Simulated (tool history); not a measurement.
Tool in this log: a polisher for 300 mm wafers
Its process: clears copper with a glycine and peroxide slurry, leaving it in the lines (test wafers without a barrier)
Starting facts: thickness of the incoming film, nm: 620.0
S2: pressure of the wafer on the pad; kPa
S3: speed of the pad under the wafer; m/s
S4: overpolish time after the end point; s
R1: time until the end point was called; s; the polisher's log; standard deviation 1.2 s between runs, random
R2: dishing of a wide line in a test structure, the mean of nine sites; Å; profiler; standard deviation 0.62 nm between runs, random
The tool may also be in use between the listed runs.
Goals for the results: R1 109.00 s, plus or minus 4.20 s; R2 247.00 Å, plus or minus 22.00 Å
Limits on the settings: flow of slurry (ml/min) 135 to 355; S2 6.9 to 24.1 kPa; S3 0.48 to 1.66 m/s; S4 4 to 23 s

{"run": 1, "hour": 0.0, "flow of slurry (ml/min)": 225, "S2": 15.2, "S3": 1.06, "S4": 12, "R1": 117.05, "R2": 368.8}
{"run": 2, "hour": 5.4, "flow of slurry (ml/min)": 225, "S2": 15.2, "S3": 1.06, "S4": 10, "R1": 116.94, "R2": 311.54}
{"run": 3, "hour": 7.2, "flow of slurry (ml/min)": 225, "S2": 15.2, "S3": 1.06, "S4": 14, "R1": 117.46, "R2": 399.24}
{"run": 4, "hour": 14.7, "flow of slurry (ml/min)": 225, "S2": 11.7, "S3": 1.06, "S4": 14, "R1": 142.12, "R2": 354.24}
{"run": 5, "hour": 23.2, "flow of slurry (ml/min)": 225, "S2": 13.1, "S3": 1.06, "S4": 12, "R1": 131.07, "R2": 321.62}
{"run": 6, "hour": 31.0, "flow of slurry (ml/min)": 225, "S2": 13.8, "S3": 1.06, "S4": 10, "R1": 123.71, "R2": 274.45}
{"run": 7, "hour": 39.2, "flow of slurry (ml/min)": 225, "S2": 14.5, "S3": 1.06, "S4": 9, "R1": 120.12, "R2": 272.36}
{"run": 8, "hour": 44.9, "flow of slurry (ml/min)": 225, "S2": 15.2, "S3": 1.06, "S4": 8, "R1": 117.45, "R2": 254.64}

Of the 5 settings listed for the next run, only one would bring every result within its allowed miss of target. Which one?
{"run": "A", "hour": 50.6, "flow of slurry (ml/min)": 250, "S2": 14.5, "S3": 1.06, "S4": 7, "R1": "?", "R2": "?"}
{"run": "B", "hour": 50.6, "flow of slurry (ml/min)": 195, "S2": 15.9, "S3": 1.22, "S4": 6, "R1": "?", "R2": "?"}
{"run": "C", "hour": 50.6, "flow of slurry (ml/min)": 180, "S2": 13.1, "S3": 1.24, "S4": 8, "R1": "?", "R2": "?"}
{"run": "D", "hour": 50.6, "flow of slurry (ml/min)": 255, "S2": 15.2, "S3": 0.96, "S4": 8, "R1": "?", "R2": "?"}
{"run": "E", "hour": 50.6, "flow of slurry (ml/min)": 225, "S2": 15.2, "S3": 1.16, "S4": 7, "R1": "?", "R2": "?"}

move=A R1=119.45 R2=217.26
move=B R1=101.80 R2=218.61
move=C R1=118.51 R2=243.75
move=D R1=124.24 R2=236.69
move=E R1=108.24 R2=236.77
A: moves away from the targets compared with the last run
B: pushes the last run's worst result past its target
C: moves away from the targets compared with the last run
D: moves away from the targets compared with the last run
E: hits every target within its allowed miss
So the answer is move E, the one that meets all the targets.
